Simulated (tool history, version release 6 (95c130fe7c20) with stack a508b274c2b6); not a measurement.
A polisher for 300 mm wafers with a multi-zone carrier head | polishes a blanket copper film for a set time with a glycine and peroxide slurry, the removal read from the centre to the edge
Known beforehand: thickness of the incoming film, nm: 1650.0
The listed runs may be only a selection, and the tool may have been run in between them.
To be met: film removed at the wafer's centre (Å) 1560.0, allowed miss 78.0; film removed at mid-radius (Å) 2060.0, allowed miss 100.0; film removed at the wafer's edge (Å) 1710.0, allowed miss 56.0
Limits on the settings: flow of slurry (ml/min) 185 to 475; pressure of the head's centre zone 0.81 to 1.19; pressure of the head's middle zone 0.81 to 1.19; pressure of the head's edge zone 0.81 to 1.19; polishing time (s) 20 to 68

| run | hour | flow of slurry (ml/min) | pressure of the head's centre zone | pressure of the head's middle zone | pressure of the head's edge zone | polishing time (s) | film removed at the wafer's centre (Å) | film removed at mid-radius (Å) | film removed at the wafer's edge (Å) |
|---|---|---|---|---|---|---|---|---|---|
| 1 | 0.0 | 305 | 1.00 | 1.00 | 1.00 | 44 | 1891.4 | 1899.2 | 1933.2 |
| 2 | 1.3 | 305 | 1.05 | 1.00 | 1.00 | 44 | 1981.9 | 1938.6 | 1940.6 |
| 3 | 4.3 | 305 | 1.03 | 1.02 | 0.99 | 44 | 1925.1 | 1931.7 | 1939.3 |
| 4 | 7.7 | 315 | 1.02 | 1.04 | 0.97 | 44 | 1956.6 | 1991.7 | 1910.9 |
| 5 | 14.0 | 315 | 1.02 | 1.04 | 0.92 | 44 | 1958.3 | 2067.8 | 1890.6 |
| 6 | 17.2 | 315 | 1.02 | 1.04 | 0.97 | 44 | 1921.9 | 1993.1 | 1905.4 |
| 7 | 22.2 | 315 | 1.00 | 1.06 | 0.96 | 44 | 1890.1 | 2022.1 | 1908.2 |
| 8 | 24.5 | 315 | 0.99 | 1.07 | 0.95 | 44 | 1880.9 | 2073.5 | 1912.3 |
| 9 | 28.1 | 315 | 0.98 | 1.08 | 0.94 | 44 | 1870.3 | 2105.9 | 1888.8 |
| 10 | 34.3 | 300 | 0.88 | 1.10 | 0.87 | 41 | 1608.7 | 1940.2 | 1693.0 |

Exercise: of the 5 proposed moves below, exactly one satisfies all targets within the stated allowed misses. Which move is it?
| A | 40.5 | 235 | 1.00 | 1.17 | 0.88 | 41 | ? | ? | ? |
| B | 40.5 | 320 | 0.98 | 1.01 | 0.88 | 41 | ? | ? | ? |
| C | 40.5 | 325 | 0.83 | 1.04 | 0.82 | 41 | ? | ? | ? |
| D | 40.5 | 270 | 0.86 | 1.05 | 0.99 | 40 | ? | ? | ? |
| E | 40.5 | 405 | 0.88 | 1.19 | 0.94 | 39 | ? | ? | ? |

| move | film removed at the wafer's centre (Å) | film removed at mid-radius (Å) | film removed at the wafer's edge (Å) |
|---|---|---|---|
| A | 1706.9 | 1992.3 | 1672.0 |
| B | 1740.8 | 1818.3 | 1719.8 |
| C | 1519.2 | 1868.1 | 1667.6 |
| D | 1494.7 | 1802.3 | 1748.3 |
| E | 1548.7 | 2030.6 | 1708.1 |
A: puts the biggest miss on target and leaves a different result outside tolerance
B: moves away from the targets compared with the last run
C: moves away from the targets compared with the last run
D: moves away from the targets compared with the last run
E: all results land within tolerance of their targets
E is the move that brings every result within its allowed miss.
